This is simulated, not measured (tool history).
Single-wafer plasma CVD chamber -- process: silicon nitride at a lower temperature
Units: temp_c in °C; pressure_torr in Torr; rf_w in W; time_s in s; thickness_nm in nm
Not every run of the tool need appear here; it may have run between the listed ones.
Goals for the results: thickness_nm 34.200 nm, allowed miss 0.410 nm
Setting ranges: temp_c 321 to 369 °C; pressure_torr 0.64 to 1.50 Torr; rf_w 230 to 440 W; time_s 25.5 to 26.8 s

run,hour,temp_c,pressure_torr,rf_w,time_s,thickness_nm
1,0.0,345,1.07,335,26.8,30.639
2,2.0,345,1.07,370,26.8,32.184
3,9.5,345,1.11,370,26.8,32.372
4,14.3,345,1.11,335,26.8,30.944
5,17.7,345,1.11,285,26.8,28.927
6,22.8,345,1.30,285,26.8,30.417
7,26.4,345,1.34,295,26.8,31.324
# hour 28.9: RF generator calibrated
8,28.9,345,1.38,300,26.8,32.129
9,29.7,345,1.41,305,26.8,32.820

Next run, 4 choices. One meets every target within its allowed miss, the rest don't. Which?
A,30.5,349,1.50,345,26.8,?
B,30.5,339,1.44,280,26.0,?
C,30.5,334,1.50,350,26.8,?
D,30.5,357,1.42,340,26.8,?

move,thickness_nm
A,35.105
B,30.896
C,35.497
D,34.243
A: takes the result that was furthest off past its target
B: further off than the last run
C: takes the result that was furthest off past its target
D: hits every target within its allowed miss
So the answer is move D, the one that meets all the targets.
